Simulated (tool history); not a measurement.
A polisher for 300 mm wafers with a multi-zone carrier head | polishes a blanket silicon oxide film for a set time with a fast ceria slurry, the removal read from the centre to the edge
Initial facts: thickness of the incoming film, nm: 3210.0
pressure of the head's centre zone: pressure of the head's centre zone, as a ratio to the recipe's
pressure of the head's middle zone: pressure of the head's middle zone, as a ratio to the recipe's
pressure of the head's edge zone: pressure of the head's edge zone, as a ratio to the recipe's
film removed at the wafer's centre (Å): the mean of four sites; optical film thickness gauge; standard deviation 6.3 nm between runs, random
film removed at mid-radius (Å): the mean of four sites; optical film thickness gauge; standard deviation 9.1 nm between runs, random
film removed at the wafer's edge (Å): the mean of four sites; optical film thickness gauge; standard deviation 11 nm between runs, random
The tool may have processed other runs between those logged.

| run | hour | flow of slurry (ml/min) | pressure of the head's centre zone | pressure of the head's middle zone | pressure of the head's edge zone | polishing time (s) | film removed at the wafer's centre (Å) | film removed at mid-radius (Å) | film removed at the wafer's edge (Å) |
|---|---|---|---|---|---|---|---|---|---|
| 1 | 0.0 | 170 | 1.00 | 1.00 | 1.00 | 58 | 9418.0 | 9759.9 | 9725.0 |
| 2 | 5.6 | 170 | 1.00 | 1.00 | 1.08 | 58 | 9327.3 | 9846.1 | 9615.7 |
| 3 | 7.3 | 170 | 1.00 | 1.00 | 1.08 | 71 | 11617.0 | 11904.0 | 12005.0 |
| 4 | 15.8 | 170 | 1.03 | 0.98 | 1.08 | 67 | 11361.0 | 10961.0 | 11511.0 |
| 5 | 21.6 | 145 | 1.03 | 0.98 | 1.08 | 67 | 10843.0 | 10687.0 | 11220.0 |
| 6 | 27.1 | 145 | 1.03 | 0.98 | 1.12 | 67 | 10875.0 | 10865.0 | 11347.0 |
| 7 | 30.8 | 160 | 1.05 | 0.97 | 1.10 | 63 | 10604.0 | 10302.0 | 10809.0 |

Forecast run 8:
| 8 | 37.3 | 170 | 1.07 | 0.96 | 1.07 | 59 | ? | ? | ? |

{"run 8": {"film removed at the wafer's centre (Å)": 10256.0, "film removed at mid-radius (Å)": 9471.6, "film removed at the wafer's edge (Å)": 9902.3}}
